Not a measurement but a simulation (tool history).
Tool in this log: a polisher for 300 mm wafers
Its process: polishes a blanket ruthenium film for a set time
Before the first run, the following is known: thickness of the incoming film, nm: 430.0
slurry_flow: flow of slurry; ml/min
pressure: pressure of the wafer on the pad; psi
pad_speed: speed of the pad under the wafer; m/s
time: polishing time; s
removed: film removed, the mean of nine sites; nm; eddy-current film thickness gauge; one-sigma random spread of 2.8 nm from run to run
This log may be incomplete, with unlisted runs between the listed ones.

Run 1, hour 0.0: slurry_flow 205 ml/min, pressure 2.7 psi, pad_speed 0.90 m/s, time 96 s. Result: removed 117.99 nm.
Run 2, hour 2.7: slurry_flow 205 ml/min, pressure 3.0 psi, pad_speed 0.94 m/s, time 96 s. Result: removed 135.26 nm.
Run 3, hour 11.4: slurry_flow 205 ml/min, pressure 3.2 psi, pad_speed 1.00 m/s, time 96 s. Result: removed 153.66 nm.
Run 4, hour 15.1: slurry_flow 205 ml/min, pressure 3.4 psi, pad_speed 1.04 m/s, time 96 s. Result: removed 167.81 nm.
Run 5, hour 19.1: slurry_flow 205 ml/min, pressure 3.6 psi, pad_speed 1.08 m/s, time 96 s. Result: removed 187.42 nm.
Run 6, hour 24.4: slurry_flow 160 ml/min, pressure 3.6 psi, pad_speed 1.08 m/s, time 96 s. Result: removed 180.17 nm.
Run 7, hour 27.6: slurry_flow 160 ml/min, pressure 3.6 psi, pad_speed 1.08 m/s, time 96 s. Result: removed 177.73 nm.
Run 8, hour 32.7: slurry_flow 170 ml/min, pressure 3.7 psi, pad_speed 1.10 m/s, time 96 s. Result: removed 190.08 nm.
Run 9, hour 33.7: slurry_flow 180 ml/min, pressure 3.8 psi, pad_speed 1.12 m/s, time 96 s. Result: removed 198.34 nm.
Run 10, hour 40.7: slurry_flow 180 ml/min, pressure 3.8 psi, pad_speed 1.12 m/s, time 96 s. Result: removed 202.95 nm.
Run 11, hour 44.6: slurry_flow 190 ml/min, pressure 3.9 psi, pad_speed 1.14 m/s, time 96 s. Result: removed 210.43 nm.

The next listed run, before its measurement:
Run 12, hour 53.2: slurry_flow 190 ml/min, pressure 3.9 psi, pad_speed 1.16 m/s, time 96 s. Result: removed ?.

removed: 216.41 nm
